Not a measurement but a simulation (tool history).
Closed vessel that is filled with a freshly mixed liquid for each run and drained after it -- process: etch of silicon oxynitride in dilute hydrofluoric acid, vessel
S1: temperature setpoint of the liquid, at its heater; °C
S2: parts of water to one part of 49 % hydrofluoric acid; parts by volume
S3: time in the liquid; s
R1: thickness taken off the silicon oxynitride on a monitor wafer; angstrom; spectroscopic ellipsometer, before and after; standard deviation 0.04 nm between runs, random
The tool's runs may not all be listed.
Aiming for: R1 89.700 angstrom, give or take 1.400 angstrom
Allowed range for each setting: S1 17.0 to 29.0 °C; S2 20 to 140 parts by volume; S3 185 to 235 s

run,hour,S1,S2,S3,R1
1,0.0,21.0,75,235,121.920
2,0.6,20.0,75,235,115.430
3,7.3,20.0,90,235,95.926
4,7.8,18.0,90,235,85.548
5,15.4,19.5,90,235,93.088
# hour 23.6: thermometer replaced
6,23.6,19.0,90,235,98.117
7,25.2,18.5,90,235,95.583
8,30.6,18.0,90,235,93.470
9,37.8,17.5,90,235,90.982

Which of these 4 next moves meets every target?
A,45.0,18.0,85,220,?
B,45.0,18.0,90,225,?
C,45.0,17.0,85,230,?
D,45.0,17.0,75,205,?

move,R1
A,92.357
B,88.908
C,91.813
D,93.349
A: further off than the last run
B: every result within its allowed miss
C: further off than the last run
D: further off than the last run
The right move is B.

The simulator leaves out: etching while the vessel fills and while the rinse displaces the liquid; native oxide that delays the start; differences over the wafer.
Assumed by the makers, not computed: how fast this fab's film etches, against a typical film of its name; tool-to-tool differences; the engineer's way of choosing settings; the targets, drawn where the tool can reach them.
